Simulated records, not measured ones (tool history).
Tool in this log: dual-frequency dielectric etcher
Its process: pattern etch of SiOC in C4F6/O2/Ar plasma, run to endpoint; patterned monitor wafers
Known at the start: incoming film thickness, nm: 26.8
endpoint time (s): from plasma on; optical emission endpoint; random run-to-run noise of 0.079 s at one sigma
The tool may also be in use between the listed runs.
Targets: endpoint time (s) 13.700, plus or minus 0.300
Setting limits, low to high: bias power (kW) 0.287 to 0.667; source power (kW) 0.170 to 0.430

run	hour	bias power (kW)	source power (kW)	endpoint time (s)
1	0.0	0.477	0.300	10.679
2	3.6	0.477	0.340	10.279
3	8.7	0.477	0.300	10.603
4	9.3	0.422	0.260	11.924
5	10.3	0.422	0.210	12.872
6	16.3	0.422	0.260	11.877
7	19.7	0.389	0.250	12.675
8	25.6	0.372	0.250	12.850
9	30.1	0.357	0.250	13.313

Exercise: of the 5 proposed moves below, exactly one satisfies all targets within the stated allowed misses. Which move is it?
A	34.6	0.330	0.230	?
B	34.6	0.375	0.250	?
C	34.6	0.373	0.250	?
D	34.6	0.315	0.280	?
E	34.6	0.305	0.250	?

move	endpoint time (s)
A	14.262
B	12.877
C	12.915
D	13.671
E	14.512
A: moves the result that the last run missed by most past its target, out the other side
B: lands further from the targets than the last run did
C: lands further from the targets than the last run did
D: meets every target
E: moves the result that the last run missed by most past its target, out the other side
Correct choice: D, which meets every target

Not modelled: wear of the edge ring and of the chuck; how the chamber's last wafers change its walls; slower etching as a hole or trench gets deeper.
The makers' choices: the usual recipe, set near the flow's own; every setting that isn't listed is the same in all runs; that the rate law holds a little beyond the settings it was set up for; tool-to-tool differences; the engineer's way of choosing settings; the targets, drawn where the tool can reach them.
